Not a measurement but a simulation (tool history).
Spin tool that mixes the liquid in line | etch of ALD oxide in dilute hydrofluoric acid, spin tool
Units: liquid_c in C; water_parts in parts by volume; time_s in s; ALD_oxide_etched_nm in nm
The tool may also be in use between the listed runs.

run    day  liquid_c  water_parts  time_s  ALD_oxide_etched_nm
  1      0        20          170     265               33.498
  2  0.038        22          170     265               36.328
  3  0.254        25          170     265               40.301
  4  0.429      26.5          170     265               42.163
  5  0.483        25          175     265               39.155
  6  0.604      21.5          175     265               34.647
  7  0.933      20.5          175     265               32.993
  8  1.267        20          175     265               32.237
  9   1.35      19.5          175     265               32.014
 10  1.721        19          175     265               30.971
 11   1.95      18.5          175     265               30.765

Run 12 comes next. What will it give?
 12  2.221      18.5          175     265                    ?

Run 12 gave ALD_oxide_etched_nm 30.438 nm.

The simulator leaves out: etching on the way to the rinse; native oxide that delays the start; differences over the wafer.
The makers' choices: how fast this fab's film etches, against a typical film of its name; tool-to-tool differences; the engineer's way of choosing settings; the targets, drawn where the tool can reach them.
